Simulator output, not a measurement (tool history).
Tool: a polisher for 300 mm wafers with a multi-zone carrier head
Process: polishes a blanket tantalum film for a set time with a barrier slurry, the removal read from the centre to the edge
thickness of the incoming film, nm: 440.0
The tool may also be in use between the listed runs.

run,hour,flow of slurry (ml/min),pressure of the head's centre zone,pressure of the head's middle zone,pressure of the head's edge zone,abrasive content of the slurry,polishing time (s),film removed at the wafer's centre (angstrom),film removed at mid-radius (angstrom),film removed at the wafer's edge (angstrom)
1,0,155,1,1,1,1,30,224.03,239.36,229.85
2,4.3,140,0.95,0.95,0.97,0.85,29,196.34,206.97,207.23
3,7.4,140,0.95,0.95,0.9,0.85,29,199.68,204.51,203.1
4,12.4,125,0.95,0.95,0.9,0.85,29,193.65,197.78,199.65
5,13.1,115,0.91,0.93,0.9,0.75,29,173.76,188.8,190.15
6,20.3,110,0.89,0.9,0.89,0.7,29,165.87,181.52,183.61
7,25.8,105,0.88,0.87,0.9,0.7,29,163.75,172.83,184.92
8,29.8,105,0.86,0.86,0.88,0.65,29,157.63,168.45,180.35

The next listed run, before its measurement:
9,31,105,0.85,0.86,0.87,0.65,29,?,?,?

Run 9 gave film removed at the wafer's centre (angstrom) 155.75, film removed at mid-radius (angstrom) 167.54, film removed at the wafer's edge (angstrom) 178.12.
